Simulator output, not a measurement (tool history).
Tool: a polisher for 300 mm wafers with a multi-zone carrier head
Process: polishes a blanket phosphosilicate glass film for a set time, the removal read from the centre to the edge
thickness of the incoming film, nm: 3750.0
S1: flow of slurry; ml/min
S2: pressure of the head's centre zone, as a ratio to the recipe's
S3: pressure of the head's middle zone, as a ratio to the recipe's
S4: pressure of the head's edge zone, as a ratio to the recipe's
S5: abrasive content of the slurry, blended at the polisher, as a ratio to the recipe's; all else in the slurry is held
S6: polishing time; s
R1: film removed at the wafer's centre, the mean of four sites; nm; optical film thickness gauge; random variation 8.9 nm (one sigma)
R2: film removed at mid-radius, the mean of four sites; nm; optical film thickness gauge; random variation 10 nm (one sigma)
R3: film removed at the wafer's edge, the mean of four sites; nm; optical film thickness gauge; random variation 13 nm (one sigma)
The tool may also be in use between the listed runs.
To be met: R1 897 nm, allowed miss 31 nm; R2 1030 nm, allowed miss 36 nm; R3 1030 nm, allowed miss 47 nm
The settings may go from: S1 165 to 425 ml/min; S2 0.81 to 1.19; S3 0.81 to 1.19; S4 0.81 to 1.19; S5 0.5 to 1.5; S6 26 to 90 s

| run | hour | S1 | S2 | S3 | S4 | S5 | S6 | R1 | R2 | R3 |
|---|---|---|---|---|---|---|---|---|---|---|
| 1 | 0 | 275 | 1 | 1 | 1 | 1 | 58 | 664.71 | 670.36 | 649.11 |
| 2 | 1 | 270 | 0.98 | 1.01 | 1.04 | 1.15 | 61 | 727.55 | 756.99 | 750.41 |
| 3 | 7.4 | 270 | 0.97 | 1.03 | 1.07 | 1.25 | 62 | 756.41 | 790.54 | 808.99 |
| 4 | 13.8 | 275 | 0.96 | 1.07 | 1.08 | 1.3 | 64 | 773.48 | 848.45 | 805.64 |
| 5 | 22.7 | 275 | 0.89 | 1.07 | 1.08 | 1.3 | 64 | 724.06 | 842.36 | 807.26 |
| 6 | 25.7 | 270 | 0.89 | 1.07 | 1.09 | 1.35 | 66 | 756.41 | 888.93 | 902.76 |
| 7 | 27.1 | 270 | 0.9 | 1.08 | 1.09 | 1.4 | 67 | 788.78 | 912.39 | 885.5 |
| 8 | 31.5 | 275 | 0.9 | 1.08 | 1.11 | 1.45 | 68 | 796.39 | 956.62 | 925.15 |
| 9 | 36.3 | 275 | 0.92 | 1.07 | 1.12 | 1.45 | 69 | 843.87 | 942.5 | 946.3 |
| 10 | 43.5 | 275 | 0.91 | 1.07 | 1.12 | 1.45 | 70 | 843.87 | 968.05 | 961.27 |
| 11 | 50.3 | 275 | 0.91 | 1.07 | 1.12 | 1.45 | 71 | 843.49 | 961.4 | 972.59 |

Which of these 4 next moves meets every target?
| A | 57.1 | 380 | 0.93 | 0.92 | 1.14 | 1.25 | 75 | ? | ? | ? |
| B | 57.1 | 305 | 0.89 | 0.96 | 1.12 | 1.5 | 72 | ? | ? | ? |
| C | 57.1 | 260 | 0.94 | 0.88 | 1.19 | 1.35 | 77 | ? | ? | ? |
| D | 57.1 | 270 | 0.91 | 1.08 | 1.14 | 1.5 | 73 | ? | ? | ? |

| move | R1 | R2 | R3 |
|---|---|---|---|
| A | 887.24 | 913.29 | 1004.2 |
| B | 857.45 | 948 | 1009.6 |
| C | 920.97 | 916.02 | 1064.4 |
| D | 881.16 | 1025.1 | 1025 |
A: further off than the last run
B: further off than the last run
C: further off than the last run
D: meets every target
The right move is D.
